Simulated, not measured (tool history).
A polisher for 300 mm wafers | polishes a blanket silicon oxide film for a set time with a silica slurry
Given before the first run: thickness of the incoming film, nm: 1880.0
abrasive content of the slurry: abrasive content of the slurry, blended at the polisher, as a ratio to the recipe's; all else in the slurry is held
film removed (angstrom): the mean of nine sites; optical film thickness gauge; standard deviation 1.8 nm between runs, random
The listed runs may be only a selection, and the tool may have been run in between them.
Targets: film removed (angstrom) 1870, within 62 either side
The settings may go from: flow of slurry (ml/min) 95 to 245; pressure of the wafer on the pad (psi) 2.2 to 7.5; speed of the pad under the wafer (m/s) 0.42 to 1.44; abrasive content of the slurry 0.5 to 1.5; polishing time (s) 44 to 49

run,hour,flow of slurry (ml/min),pressure of the wafer on the pad (psi),speed of the pad under the wafer (m/s),abrasive content of the slurry,polishing time (s),film removed (angstrom)
1,0,155,4.8,0.92,1,49,1607.5
2,2.4,155,4.9,0.92,1,49,1633.1
3,4.1,175,4.9,0.92,1,49,1674.6
4,9.2,185,5.1,0.92,1,49,1732.8
5,17.2,185,5.1,0.92,1,49,1755.9
6,19.2,185,5.1,0.74,1,49,1471.2
7,26.1,185,5.2,0.74,1,49,1487.9
8,31.7,185,5.3,0.74,1,49,1527.5
9,32.6,185,5.4,0.74,1,49,1549.8
10,37.3,185,5.5,0.74,1,49,1575.6
11,45.7,185,5.6,0.74,1,49,1608.7
12,46.6,185,5.7,0.74,1,49,1667.9
13,53,185,5.8,0.74,1,49,1664.6
14,58.2,185,5.9,0.74,1,49,1696.9
15,65.3,190,6.2,0.74,1,49,1781.6

Exercise: of the 4 proposed moves below, exactly one satisfies all targets within the stated allowed misses. Which move is it?
A,72.4,180,6.9,0.66,1.05,49,?
B,72.4,195,7.4,0.56,1.05,48,?
C,72.4,185,5.9,0.76,1.05,49,?
D,72.4,220,5.4,0.72,1.3,48,?

move,film removed (angstrom)
A,1842.7
B,1715.1
C,1777.6
D,1742.7
A: every result within its allowed miss
B: misses by more than the last run did
C: roughly where the last run was
D: misses by more than the last run did
A is the move that brings every result within its allowed miss.
